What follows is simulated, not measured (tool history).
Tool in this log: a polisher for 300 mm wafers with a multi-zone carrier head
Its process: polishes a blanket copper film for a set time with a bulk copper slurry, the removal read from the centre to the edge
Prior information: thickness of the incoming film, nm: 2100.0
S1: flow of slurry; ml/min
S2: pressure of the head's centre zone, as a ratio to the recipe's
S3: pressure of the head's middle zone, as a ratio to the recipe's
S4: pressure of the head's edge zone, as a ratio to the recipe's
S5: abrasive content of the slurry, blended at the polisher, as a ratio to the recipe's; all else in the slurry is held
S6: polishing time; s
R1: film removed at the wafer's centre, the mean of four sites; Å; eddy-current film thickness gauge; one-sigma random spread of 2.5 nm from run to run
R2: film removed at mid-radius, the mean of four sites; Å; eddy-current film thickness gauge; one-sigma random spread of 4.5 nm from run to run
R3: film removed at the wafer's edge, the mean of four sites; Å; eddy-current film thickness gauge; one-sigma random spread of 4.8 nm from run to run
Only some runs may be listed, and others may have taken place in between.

run,hour,S1,S2,S3,S4,S5,S6,R1,R2,R3
1,0,290,1,1,1,1,54,6221.1,6162.4,6433.4
2,7.7,285,0.97,1,0.98,0.9,50,5478,5684.2,6001.7
3,13.8,270,0.96,1,0.95,0.85,46,4921.8,5115.7,5264.6
4,14.9,270,0.96,1,0.95,0.85,40,4229.6,4432.1,4523.1
5,17.7,265,0.94,1,0.94,0.8,38,3877.7,4081.9,4251.8
6,19.2,265,0.94,1.08,0.94,0.8,38,3919.9,4333.9,4225.1
7,25.3,260,0.93,1.07,0.93,0.75,37,3668.5,4176.7,3958.3
8,34,255,0.92,1.05,0.92,0.7,37,3583.2,3911,3869.9
9,36.5,255,0.92,1.05,0.92,0.7,37,3556.6,4038.1,3992.1
10,43.5,255,0.92,1.05,0.92,0.7,37,3561,4038,3980
11,49,250,0.84,0.97,0.85,0.5,31,2468.7,2766.9,2864.5
12,54.7,285,0.92,1.07,0.95,0.55,29,2655.6,2998.2,2915.9
13,57.4,275,0.92,1.07,0.96,0.55,29,2614.4,2898.9,2917.3
14,60.2,270,0.92,1.07,0.96,0.6,29,2654.7,3060.6,3036.2
15,63.9,260,0.92,1.07,0.96,0.6,29,2707.5,3031.8,2939.9

Forecast run 16:
16,66.4,280,0.92,1.07,0.95,0.6,29,?,?,?

{"run 16": {"R1": 2715.6, "R2": 3077.3, "R3": 3075}}
